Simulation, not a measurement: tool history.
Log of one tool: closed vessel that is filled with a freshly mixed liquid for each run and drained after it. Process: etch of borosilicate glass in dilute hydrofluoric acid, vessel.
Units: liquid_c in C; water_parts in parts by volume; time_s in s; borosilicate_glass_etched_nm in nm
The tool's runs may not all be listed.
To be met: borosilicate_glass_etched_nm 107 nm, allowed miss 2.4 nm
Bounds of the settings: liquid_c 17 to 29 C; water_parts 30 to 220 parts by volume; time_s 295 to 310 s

run 1 hour=0 | liquid_c=21 water_parts=125 time_s=295 | borosilicate_glass_etched_nm=74.647
run 2 hour=7.2 | liquid_c=23 water_parts=125 time_s=295 | borosilicate_glass_etched_nm=79.388
run 3 hour=16.1 | liquid_c=23 water_parts=165 time_s=295 | borosilicate_glass_etched_nm=58.286
run 4 hour=18.7 | liquid_c=21.5 water_parts=165 time_s=295 | borosilicate_glass_etched_nm=55.135
run 5 hour=21.3 | liquid_c=23.5 water_parts=150 time_s=295 | borosilicate_glass_etched_nm=66.025
run 6 hour=27.9 | liquid_c=23.5 water_parts=150 time_s=310 | borosilicate_glass_etched_nm=69.539
run 7 hour=31.3 | liquid_c=25 water_parts=140 time_s=310 | borosilicate_glass_etched_nm=80.275
run 8 hour=35.4 | liquid_c=26 water_parts=135 time_s=310 | borosilicate_glass_etched_nm=86.446
run 9 hour=37 | liquid_c=29 water_parts=120 time_s=310 | borosilicate_glass_etched_nm=112.08

Which of these 5 next moves meets every target?
run A hour=38.6 | liquid_c=28 water_parts=115 time_s=310 | borosilicate_glass_etched_nm=?
run B hour=38.6 | liquid_c=28.5 water_parts=125 time_s=305 | borosilicate_glass_etched_nm=?
run C hour=38.6 | liquid_c=29 water_parts=120 time_s=300 | borosilicate_glass_etched_nm=?
run D hour=38.6 | liquid_c=29 water_parts=110 time_s=310 | borosilicate_glass_etched_nm=?
run E hour=38.6 | liquid_c=28.5 water_parts=110 time_s=310 | borosilicate_glass_etched_nm=?

move=A borosilicate_glass_etched_nm=113.24
move=B borosilicate_glass_etched_nm=103.07
move=C borosilicate_glass_etched_nm=108.31
move=D borosilicate_glass_etched_nm=123.75
move=E borosilicate_glass_etched_nm=121.44
A: further off than the last run
B: takes the result that was furthest off past its target
C: meets every target
D: further off than the last run
E: further off than the last run
The right move is C.
